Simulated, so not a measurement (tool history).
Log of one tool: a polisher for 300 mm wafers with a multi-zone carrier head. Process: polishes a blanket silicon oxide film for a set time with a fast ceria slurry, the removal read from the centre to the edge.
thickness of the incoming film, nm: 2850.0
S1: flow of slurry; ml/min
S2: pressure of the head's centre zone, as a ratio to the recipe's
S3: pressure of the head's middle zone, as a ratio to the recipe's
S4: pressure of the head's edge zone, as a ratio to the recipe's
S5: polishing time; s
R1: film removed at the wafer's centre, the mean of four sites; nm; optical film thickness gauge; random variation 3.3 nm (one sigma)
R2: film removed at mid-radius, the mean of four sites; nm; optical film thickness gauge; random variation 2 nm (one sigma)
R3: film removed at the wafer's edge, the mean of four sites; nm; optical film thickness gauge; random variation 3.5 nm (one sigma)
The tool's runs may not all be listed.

run,hour,S1,S2,S3,S4,S5,R1,R2,R3
1,0,155,1,1,1,34,452.92,459.22,442.93
2,6,155,1,1,1,40,518.22,541.49,532.63
3,8.1,140,0.96,1.02,1.03,35,434.68,468.64,476.68
4,15.5,140,0.96,1.02,1.03,41,500.98,549.76,538.08
5,23.8,140,0.96,1.02,0.99,41,515.61,550.5,536.38
6,32.6,135,0.93,1.06,1,35,414.67,478.5,466.74
7,39,140,0.91,1.08,0.97,30,354.79,422.61,385.62

The next listed run, before its measurement:
8,44.3,135,0.89,1.08,0.97,27,?,?,?

R1: 304.64 nm
R2: 375.11 nm
R3: 356.75 nm
